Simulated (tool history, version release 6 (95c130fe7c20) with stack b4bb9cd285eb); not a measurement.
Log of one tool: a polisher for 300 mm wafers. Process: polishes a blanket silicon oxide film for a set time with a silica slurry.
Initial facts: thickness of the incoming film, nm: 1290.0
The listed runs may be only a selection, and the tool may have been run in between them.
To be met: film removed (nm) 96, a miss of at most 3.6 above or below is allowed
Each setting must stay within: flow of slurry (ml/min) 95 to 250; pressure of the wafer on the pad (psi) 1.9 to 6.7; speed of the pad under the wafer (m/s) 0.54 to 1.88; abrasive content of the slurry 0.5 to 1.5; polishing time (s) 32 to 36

| run | hour | flow of slurry (ml/min) | pressure of the wafer on the pad (psi) | speed of the pad under the wafer (m/s) | abrasive content of the slurry | polishing time (s) | film removed (nm) |
|---|---|---|---|---|---|---|---|
| 1 | 0 | 160 | 4.3 | 1.2 | 1 | 36 | 130.72 |
| 2 | 8.9 | 130 | 4.3 | 1.2 | 1 | 36 | 126.27 |
| 3 | 14 | 155 | 4.3 | 1.2 | 1 | 36 | 134.91 |
| 4 | 14.6 | 155 | 4.8 | 1.2 | 1 | 36 | 148.91 |
| 5 | 21.1 | 155 | 4.8 | 1.2 | 1.15 | 36 | 160.47 |
| 6 | 22.1 | 150 | 4.4 | 1.2 | 1.15 | 36 | 143.83 |
| 7 | 23.2 | 145 | 4.1 | 1.2 | 1.15 | 36 | 134.77 |
| 8 | 24.2 | 140 | 3.8 | 1.2 | 1.15 | 36 | 124.08 |
| 9 | 31.7 | 135 | 3.6 | 1.2 | 1.15 | 36 | 116.96 |
| 10 | 35.5 | 130 | 3.4 | 1.2 | 1.15 | 36 | 108.79 |
| 11 | 44.3 | 115 | 2.9 | 1.2 | 1.15 | 36 | 90.828 |
| 12 | 50 | 120 | 2.9 | 1.2 | 1.15 | 36 | 90.952 |

4 candidate next runs follow, results not yet known. Just one meets every target within its allowed miss. Identify it.
| A | 55.7 | 125 | 2.8 | 1.36 | 1.35 | 36 | ? |
| B | 55.7 | 100 | 3.2 | 1.22 | 1.4 | 36 | ? |
| C | 55.7 | 125 | 3.1 | 1.68 | 0.9 | 34 | ? |
| D | 55.7 | 145 | 2.8 | 1.34 | 1.1 | 35 | ? |

| move | film removed (nm) |
|---|---|
| A | 105.6 |
| B | 106.65 |
| C | 104.24 |
| D | 95.106 |
A: pushes the last run's worst result past its target
B: pushes the last run's worst result past its target
C: pushes the last run's worst result past its target
D: every result within its allowed miss
So the answer is move D, the one that meets all the targets.
